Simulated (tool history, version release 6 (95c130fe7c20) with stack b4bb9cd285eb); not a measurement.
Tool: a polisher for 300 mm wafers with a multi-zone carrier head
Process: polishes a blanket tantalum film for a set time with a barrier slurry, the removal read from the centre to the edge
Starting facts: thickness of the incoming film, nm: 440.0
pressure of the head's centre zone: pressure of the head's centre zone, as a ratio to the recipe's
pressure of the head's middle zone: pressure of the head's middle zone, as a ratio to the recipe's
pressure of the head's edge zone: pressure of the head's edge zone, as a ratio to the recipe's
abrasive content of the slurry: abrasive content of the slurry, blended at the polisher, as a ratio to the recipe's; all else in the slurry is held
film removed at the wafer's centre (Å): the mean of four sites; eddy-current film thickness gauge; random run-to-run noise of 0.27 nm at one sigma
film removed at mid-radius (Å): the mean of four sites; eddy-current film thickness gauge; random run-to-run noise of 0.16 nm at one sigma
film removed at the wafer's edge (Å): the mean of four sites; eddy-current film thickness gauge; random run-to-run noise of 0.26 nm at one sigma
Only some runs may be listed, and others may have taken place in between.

run	hour	flow of slurry (ml/min)	pressure of the head's centre zone	pressure of the head's middle zone	pressure of the head's edge zone	abrasive content of the slurry	polishing time (s)	film removed at the wafer's centre (Å)	film removed at mid-radius (Å)	film removed at the wafer's edge (Å)
1	0.0	125	1.00	1.00	1.00	1.00	34	234.23	237.50	242.85
2	3.3	120	1.00	1.01	0.97	1.00	34	229.54	235.45	233.74
3	7.1	120	1.08	1.01	0.97	1.00	34	242.95	235.80	237.90
4	8.6	120	1.16	1.01	0.97	1.00	34	264.90	237.46	232.95
5	9.8	120	1.16	1.08	0.97	1.00	34	265.27	250.02	234.27
6	12.1	120	1.09	1.08	0.97	1.00	34	251.24	250.71	228.82
7	12.9	110	1.08	1.08	0.97	1.00	34	240.87	245.22	229.24
8	21.8	85	1.08	1.08	0.90	0.95	34	215.81	219.38	212.76

What will run 9 give?
9	24.3	90	1.08	1.08	0.90	0.95	34	?	?	?

film removed at the wafer's centre (Å): 221.95
film removed at mid-radius (Å): 220.90
film removed at the wafer's edge (Å): 207.99
